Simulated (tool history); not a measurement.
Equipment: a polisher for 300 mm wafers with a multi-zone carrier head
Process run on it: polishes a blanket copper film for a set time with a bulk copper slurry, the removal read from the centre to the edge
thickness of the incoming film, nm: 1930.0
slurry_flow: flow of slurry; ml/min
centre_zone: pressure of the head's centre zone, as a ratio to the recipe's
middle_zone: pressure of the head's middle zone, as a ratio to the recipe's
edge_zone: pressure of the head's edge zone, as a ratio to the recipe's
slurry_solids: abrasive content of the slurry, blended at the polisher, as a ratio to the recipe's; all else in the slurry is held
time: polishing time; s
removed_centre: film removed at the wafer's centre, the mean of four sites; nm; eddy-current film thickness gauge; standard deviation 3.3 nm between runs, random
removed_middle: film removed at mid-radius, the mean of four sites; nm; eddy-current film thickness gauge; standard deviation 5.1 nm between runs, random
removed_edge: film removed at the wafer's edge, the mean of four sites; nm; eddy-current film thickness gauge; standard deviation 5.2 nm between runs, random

run	hour	slurry_flow	centre_zone	middle_zone	edge_zone	slurry_solids	time	removed_centre	removed_middle	removed_edge
1	0	215	1	1	1	1	63	360.54	358	352.18
2	5.6	220	1	1.02	1.02	1.05	64	368.09	382.38	367.99
3	7.5	225	1.01	1.03	1.04	1.1	65	384.6	389.69	371.45
4	14.7	220	1	1.03	1.05	1.15	67	390.27	401.09	394.1
5	21.6	220	1	1.04	1.06	1.2	68	402.29	417.31	394.61
6	30	220	1	1.04	1.06	1.3	68	404.56	420.46	402.02
7	36.9	220	1	1.05	1.07	1.3	69	411.35	421.42	412.91
8	45.8	225	1	1.06	1.08	1.3	70	419.03	434.51	418.68

Estimate the outcome of run 9 from the log above:
9	49.9	225	1	1.07	1.09	1.3	71	?	?	?

{"run 9": {"removed_centre": 423.96, "removed_middle": 448.92, "removed_edge": 425.47}}
